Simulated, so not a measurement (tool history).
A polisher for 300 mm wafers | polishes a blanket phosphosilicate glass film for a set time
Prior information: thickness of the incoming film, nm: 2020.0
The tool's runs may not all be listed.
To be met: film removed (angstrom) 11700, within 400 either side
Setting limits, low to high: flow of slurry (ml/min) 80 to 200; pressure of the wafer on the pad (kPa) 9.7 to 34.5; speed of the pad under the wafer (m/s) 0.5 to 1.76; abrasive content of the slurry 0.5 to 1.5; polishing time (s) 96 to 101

run,hour,flow of slurry (ml/min),pressure of the wafer on the pad (kPa),speed of the pad under the wafer (m/s),abrasive content of the slurry,polishing time (s),film removed (angstrom)
1,0,130,22.1,1.12,1,96,9355.8
2,3.1,130,22.1,1.12,0.85,96,8648.8
3,4.5,130,22.1,1.12,0.85,96,8513.8
4,8.9,110,22.1,1.12,0.85,96,8464.7
5,15.7,110,24.1,1.12,0.85,96,9064.4
6,16.4,110,24.1,1.12,0.85,101,9610.2
7,20.2,115,24.8,1.12,0.85,101,10029
8,26.8,120,25.5,1.12,0.85,101,10250
9,32.2,120,26.2,1.12,0.85,101,10562
10,37.3,130,27.6,1.12,0.85,101,11239

Of the 5 settings listed for the next run, only one would bring every result within its allowed miss of target. Which one?
A,42.4,170,30.3,1,0.8,98,?
B,42.4,125,29,1.08,0.95,98,?
C,42.4,125,25.5,1.08,1,99,?
D,42.4,160,29.6,0.82,1,100,?
E,42.4,140,27.6,1.12,0.8,101,?

move,film removed (angstrom)
A,10889
B,11970
C,11017
D,10641
E,10947
A: the biggest miss grows against the last run
B: every result lands within tolerance
C: the biggest miss grows against the last run
D: the biggest miss grows against the last run
E: the biggest miss grows against the last run
Answer: B

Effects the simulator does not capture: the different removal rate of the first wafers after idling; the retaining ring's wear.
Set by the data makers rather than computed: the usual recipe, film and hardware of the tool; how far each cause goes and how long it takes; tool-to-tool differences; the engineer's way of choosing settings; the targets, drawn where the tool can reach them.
